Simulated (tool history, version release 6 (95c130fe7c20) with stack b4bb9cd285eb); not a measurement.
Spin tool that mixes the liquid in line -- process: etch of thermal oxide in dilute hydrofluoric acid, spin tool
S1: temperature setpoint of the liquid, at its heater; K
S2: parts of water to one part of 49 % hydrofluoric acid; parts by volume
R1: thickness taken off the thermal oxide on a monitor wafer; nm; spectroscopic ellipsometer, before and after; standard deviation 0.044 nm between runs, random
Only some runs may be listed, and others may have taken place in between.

run 1 hour=0 | S1=298.15 S2=130 time_under_the_liquid_(s)=290 | R1=11.121
run 2 hour=4.8 | S1=297.15 S2=130 time_under_the_liquid_(s)=290 | R1=10.697
run 3 hour=7.1 | S1=296.15 S2=130 time_under_the_liquid_(s)=290 | R1=10.243
run 4 hour=7.7 | S1=299.15 S2=130 time_under_the_liquid_(s)=290 | R1=11.547
run 5 hour=10.5 | S1=297.65 S2=130 time_under_the_liquid_(s)=290 | R1=10.937
run 6 hour=18.2 | S1=294.15 S2=130 time_under_the_liquid_(s)=290 | R1=9.5183
run 7 hour=25.6 | S1=293.65 S2=130 time_under_the_liquid_(s)=290 | R1=9.3758

Run 8 comes next. What will it give?
run 8 hour=33.2 | S1=293.15 S2=130 time_under_the_liquid_(s)=290 | R1=?

Run 8 gave R1 9.1757 nm.
